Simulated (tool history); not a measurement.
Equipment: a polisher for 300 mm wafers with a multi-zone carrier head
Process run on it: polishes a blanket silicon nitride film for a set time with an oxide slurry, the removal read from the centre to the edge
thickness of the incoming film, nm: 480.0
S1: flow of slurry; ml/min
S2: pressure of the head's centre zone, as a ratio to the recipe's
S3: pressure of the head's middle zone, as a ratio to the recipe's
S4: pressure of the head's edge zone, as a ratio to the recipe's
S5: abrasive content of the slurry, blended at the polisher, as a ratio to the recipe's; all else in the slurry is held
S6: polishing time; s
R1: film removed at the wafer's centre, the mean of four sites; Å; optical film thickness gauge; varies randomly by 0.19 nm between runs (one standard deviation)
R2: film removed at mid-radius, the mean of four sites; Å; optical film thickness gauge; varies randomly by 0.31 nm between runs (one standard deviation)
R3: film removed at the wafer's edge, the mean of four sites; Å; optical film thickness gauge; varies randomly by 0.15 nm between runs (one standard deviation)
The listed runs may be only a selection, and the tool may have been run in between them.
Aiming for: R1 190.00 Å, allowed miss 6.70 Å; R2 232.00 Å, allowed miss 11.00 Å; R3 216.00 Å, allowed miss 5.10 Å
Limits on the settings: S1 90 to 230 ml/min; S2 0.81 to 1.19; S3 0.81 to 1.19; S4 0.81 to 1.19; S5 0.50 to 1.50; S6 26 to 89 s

Run 1, hour 0.0: S1 150 ml/min, S2 1.00, S3 1.00, S4 1.00, S5 1.00, S6 57 s. Result: R1 358.31 Å, R2 357.17 Å, R3 374.18 Å.
Run 2, hour 1.3: S1 145 ml/min, S2 0.99, S3 1.01, S4 0.98, S5 0.95, S6 56 s. Result: R1 335.85 Å, R2 340.40 Å, R3 357.84 Å.
Run 3, hour 1.9: S1 145 ml/min, S2 0.99, S3 1.01, S4 0.90, S5 0.95, S6 56 s. Result: R1 327.73 Å, R2 341.40 Å, R3 341.17 Å.
Run 4, hour 6.7: S1 145 ml/min, S2 0.99, S3 1.01, S4 0.90, S5 0.95, S6 51 s. Result: R1 302.63 Å, R2 311.07 Å, R3 308.36 Å.
Run 5, hour 11.1: S1 145 ml/min, S2 0.98, S3 1.02, S4 0.89, S5 0.90, S6 50 s. Result: R1 289.32 Å, R2 299.44 Å, R3 294.69 Å.
Run 6, hour 13.0: S1 145 ml/min, S2 0.96, S3 1.03, S4 0.88, S5 0.85, S6 50 s. Result: R1 279.84 Å, R2 295.04 Å, R3 284.55 Å.
Run 7, hour 21.5: S1 140 ml/min, S2 0.94, S3 1.04, S4 0.88, S5 0.80, S6 50 s. Result: R1 261.23 Å, R2 286.51 Å, R3 274.78 Å.
Run 8, hour 29.1: S1 135 ml/min, S2 0.93, S3 1.04, S4 0.87, S5 0.75, S6 50 s. Result: R1 254.49 Å, R2 281.39 Å, R3 265.75 Å.
Run 9, hour 37.7: S1 130 ml/min, S2 0.92, S3 1.04, S4 0.87, S5 0.70, S6 50 s. Result: R1 236.11 Å, R2 262.38 Å, R3 254.70 Å.
Run 10, hour 39.8: S1 130 ml/min, S2 0.91, S3 1.04, S4 0.86, S5 0.70, S6 50 s. Result: R1 235.26 Å, R2 267.90 Å, R3 254.54 Å.
Run 11, hour 43.5: S1 130 ml/min, S2 0.90, S3 1.04, S4 0.86, S5 0.70, S6 50 s. Result: R1 230.79 Å, R2 263.06 Å, R3 255.15 Å.
Run 12, hour 49.9: S1 130 ml/min, S2 0.90, S3 1.04, S4 0.85, S5 0.70, S6 50 s. Result: R1 231.89 Å, R2 264.69 Å, R3 250.26 Å.
Run 13, hour 57.8: S1 130 ml/min, S2 0.89, S3 1.04, S4 0.85, S5 0.70, S6 50 s. Result: R1 228.49 Å, R2 263.32 Å, R3 250.40 Å.
Run 14, hour 61.0: S1 130 ml/min, S2 0.88, S3 1.04, S4 0.85, S5 0.70, S6 50 s. Result: R1 224.06 Å, R2 261.42 Å, R3 251.85 Å.
Run 15, hour 62.1: S1 115 ml/min, S2 0.86, S3 1.05, S4 0.83, S5 0.60, S6 50 s. Result: R1 198.83 Å, R2 239.97 Å, R3 225.50 Å.

Pick the move, out of 5, that brings all results within their allowed miss; only one does.
Run A, hour 63.2: S1 115 ml/min, S2 0.82, S3 0.96, S4 0.89, S5 0.55, S6 54 s. Result: R1 ?, R2 ?, R3 ?.
Run B, hour 63.2: S1 115 ml/min, S2 0.90, S3 1.04, S4 0.81, S5 0.60, S6 52 s. Result: R1 ?, R2 ?, R3 ?.
Run C, hour 63.2: S1 130 ml/min, S2 0.90, S3 0.93, S4 0.81, S5 0.70, S6 44 s. Result: R1 ?, R2 ?, R3 ?.
Run D, hour 63.2: S1 90 ml/min, S2 0.89, S3 1.08, S4 0.84, S5 0.70, S6 45 s. Result: R1 ?, R2 ?, R3 ?.
Run E, hour 63.2: S1 120 ml/min, S2 1.02, S3 1.12, S4 0.81, S5 0.50, S6 50 s. Result: R1 ?, R2 ?, R3 ?.

move      R1      R2      R3
   A  190.64  226.74  240.46
   B  211.50  245.63  233.27
   C  199.71  210.64  218.66
   D  186.43  227.56  215.82
   E  208.28  227.56  202.29
A: misses by more than the last run did
B: misses by more than the last run did
C: brings the last run's worst result on target, with another outside its allowed miss
D: all results in spec
E: carries the result that was furthest off beyond its target, to the other side
D meets every target.
